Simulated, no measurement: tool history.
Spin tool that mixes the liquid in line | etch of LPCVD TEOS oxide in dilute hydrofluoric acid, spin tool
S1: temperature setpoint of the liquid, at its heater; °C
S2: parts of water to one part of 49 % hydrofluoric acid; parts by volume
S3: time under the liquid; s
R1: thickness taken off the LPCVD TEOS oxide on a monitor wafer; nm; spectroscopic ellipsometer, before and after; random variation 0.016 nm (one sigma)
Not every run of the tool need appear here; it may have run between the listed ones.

| run | day | S1 | S2 | S3 | R1 |
|---|---|---|---|---|---|
| 1 | 0.000 | 25.0 | 160 | 15 | 3.4205 |
| 2 | 0.283 | 24.0 | 160 | 15 | 3.2541 |
| 3 | 0.317 | 23.0 | 160 | 15 | 3.1777 |
| 4 | 0.388 | 23.0 | 115 | 15 | 4.7033 |
| 5 | 0.588 | 20.5 | 115 | 15 | 4.1732 |
| 6 | 0.808 | 19.0 | 115 | 15 | 3.9054 |

The next listed run, before its measurement:
| 7 | 1.000 | 18.5 | 125 | 15 | ? |

Logged for run 7: R1 3.5018 nm.
